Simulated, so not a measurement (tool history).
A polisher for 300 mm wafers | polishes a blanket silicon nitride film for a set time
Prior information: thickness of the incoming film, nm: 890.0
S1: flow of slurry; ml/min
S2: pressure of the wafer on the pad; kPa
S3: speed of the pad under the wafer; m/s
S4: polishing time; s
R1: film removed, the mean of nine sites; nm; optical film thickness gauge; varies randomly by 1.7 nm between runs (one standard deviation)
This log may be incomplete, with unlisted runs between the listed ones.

| run | hour | S1 | S2 | S3 | S4 | R1 |
|---|---|---|---|---|---|---|
| 1 | 0.0 | 310 | 30.3 | 1.04 | 42 | 96.043 |
| 2 | 7.7 | 310 | 24.8 | 1.04 | 42 | 81.164 |
| 3 | 13.3 | 310 | 24.8 | 0.94 | 42 | 73.955 |
| 4 | 15.3 | 375 | 24.8 | 0.94 | 42 | 74.292 |
| 5 | 17.4 | 375 | 24.8 | 1.18 | 42 | 90.569 |
|  | 21.4 | slurry nozzle cleaned |
| 6 | 21.4 | 375 | 24.8 | 1.18 | 42 | 93.149 |

Predict the results of run 7:
| 7 | 22.5 | 375 | 29.0 | 1.18 | 42 | ? |

For run 7 the tool returned R1 106.620 nm.
